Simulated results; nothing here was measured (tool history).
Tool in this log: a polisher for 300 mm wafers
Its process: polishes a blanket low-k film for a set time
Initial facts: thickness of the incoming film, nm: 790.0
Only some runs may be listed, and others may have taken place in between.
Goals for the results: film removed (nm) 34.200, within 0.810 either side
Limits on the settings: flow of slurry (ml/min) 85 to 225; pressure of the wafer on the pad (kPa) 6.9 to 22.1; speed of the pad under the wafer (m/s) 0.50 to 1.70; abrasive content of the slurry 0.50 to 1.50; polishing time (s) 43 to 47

run,hour,flow of slurry (ml/min),pressure of the wafer on the pad (kPa),speed of the pad under the wafer (m/s),abrasive content of the slurry,polishing time (s),film removed (nm)
1,0.0,145,14.5,1.10,1.00,47,21.494
2,4.5,145,14.5,1.10,1.10,47,22.613
3,9.4,130,14.5,1.10,1.10,47,22.480
4,18.1,130,15.9,1.10,1.10,47,24.341
5,21.7,135,16.5,1.10,1.10,47,25.410
6,30.1,135,16.5,1.10,1.10,47,25.882
7,38.8,140,17.2,1.10,1.10,47,27.024
8,47.2,145,17.9,1.10,1.10,47,27.899

4 next moves are on the table. One of them brings every result within its allowed miss. Which?
A,55.6,140,20.7,1.20,1.20,45,?
B,55.6,135,16.5,1.34,1.25,47,?
C,55.6,110,19.3,0.82,1.05,43,?
D,55.6,120,21.4,1.38,1.20,43,?

move,film removed (nm)
A,33.902
B,31.406
C,20.571
D,36.426
A: meets every target
B: nearer the targets than the last run, but a result is still out of spec
C: moves away from the targets compared with the last run
D: takes the biggest miss from the last run beyond its target
The move that meets every target is A.
